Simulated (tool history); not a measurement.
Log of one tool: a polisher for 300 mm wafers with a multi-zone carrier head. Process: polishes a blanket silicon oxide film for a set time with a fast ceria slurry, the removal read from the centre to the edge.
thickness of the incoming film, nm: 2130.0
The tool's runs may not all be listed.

run  hour  flow of slurry (ml/min)  pressure of the head's centre zone  pressure of the head's middle zone  pressure of the head's edge zone  polishing time (s)  film removed at the wafer's centre (Å)  film removed at mid-radius (Å)  film removed at the wafer's edge (Å)
  1   0.0                      240                                1.00                                1.00                              1.00                  56                                  5234.4                          5858.3                                6083.9
  2   1.6                      240                                1.01                                0.96                              0.98                  52                                  4885.1                          5289.0                                5413.3
  3   5.6                      230                                1.02                                0.92                              1.00                  49                                  4574.5                          4749.3                                5222.4
  4   6.4                      230                                1.02                                0.92                              1.06                  49                                  4565.2                          4784.4                                5325.6
  5   7.4                      230                                1.06                                0.92                              1.06                  49                                  4793.9                          4797.9                                5376.6
  6   9.8                      230                                1.06                                0.92                              1.10                  49                                  4757.1                          4659.5                                5629.8
  7  14.0                      225                                1.07                                0.90                              1.08                  47                                  4580.4                          4475.0                                5253.4
  8  15.8                      220                                1.08                                0.88                              1.06                  45                                  4326.1                          4125.6                                4954.9
  9  24.7                      215                                1.09                                0.87                              1.02                  45                                  4451.4                          4093.0                                4921.5
 10  30.7                      215                                1.08                                0.86                              0.98                  44                                  4273.7                          4009.2                                4472.0

Run 11 comes next. What will it give?
 11  37.7                      205                                1.08                                0.85                              0.98                  44                                       ?                               ?                                     ?

Run 11 gave film removed at the wafer's centre (Å) 4230.1, film removed at mid-radius (Å) 3935.7, film removed at the wafer's edge (Å) 4590.0.
